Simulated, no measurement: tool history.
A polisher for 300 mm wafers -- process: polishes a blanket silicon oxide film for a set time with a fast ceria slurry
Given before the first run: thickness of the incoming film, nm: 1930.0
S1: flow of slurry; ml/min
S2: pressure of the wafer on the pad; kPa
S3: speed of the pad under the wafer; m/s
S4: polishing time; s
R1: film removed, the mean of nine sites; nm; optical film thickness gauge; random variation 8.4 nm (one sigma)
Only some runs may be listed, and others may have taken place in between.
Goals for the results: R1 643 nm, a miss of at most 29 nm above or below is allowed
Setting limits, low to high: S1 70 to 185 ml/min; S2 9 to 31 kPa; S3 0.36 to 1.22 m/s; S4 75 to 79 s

run	hour	S1	S2	S3	S4	R1
1	0	120	20	0.78	75	1063.6
2	6.5	100	20	0.78	75	1066.3
3	7.2	100	17.9	0.78	75	923.5
4	12.2	100	20	0.78	75	1039.8
5	18.4	100	17.2	0.78	75	906.19
6	25.4	100	13.8	0.78	75	777.84
7	31.6	95	9.7	0.76	75	573.31
8	40	100	10.3	0.76	75	590.09

Consider the 4 candidate settings below. Which is the only one whose results all fall within their allowed miss of target?
A	48.4	90	9.7	0.7	79	?
B	48.4	125	9	0.64	75	?
C	48.4	85	10.3	0.8	79	?
D	48.4	110	9	0.74	75	?

move	R1
A	543.21
B	486.04
C	630.53
D	534.18
A: lands further from the targets than the last run did
B: lands further from the targets than the last run did
C: every result lands within tolerance
D: lands further from the targets than the last run did
Move C is the one to make.
